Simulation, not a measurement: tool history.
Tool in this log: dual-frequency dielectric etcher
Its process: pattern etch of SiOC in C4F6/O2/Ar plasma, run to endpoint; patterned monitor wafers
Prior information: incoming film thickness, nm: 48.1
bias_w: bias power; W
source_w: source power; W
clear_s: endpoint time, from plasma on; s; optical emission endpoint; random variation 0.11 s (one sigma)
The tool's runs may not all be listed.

run	hour	bias_w	source_w	clear_s
1	0	533	460	15.117
2	5.5	551	470	14.816
3	13.3	551	440	15.148
4	14.4	570	450	14.892
5	18.4	586	460	14.704
6	21.8	493	460	15.834
7	28.1	515	470	15.343
8	36.9	534	480	15.101
9	43.4	553	490	14.703
10	48.3	567	500	14.375
11	49.4	567	500	14.381

For run 12, what comes out?
12	57.8	578	500	?

clear_s: 14.313 s

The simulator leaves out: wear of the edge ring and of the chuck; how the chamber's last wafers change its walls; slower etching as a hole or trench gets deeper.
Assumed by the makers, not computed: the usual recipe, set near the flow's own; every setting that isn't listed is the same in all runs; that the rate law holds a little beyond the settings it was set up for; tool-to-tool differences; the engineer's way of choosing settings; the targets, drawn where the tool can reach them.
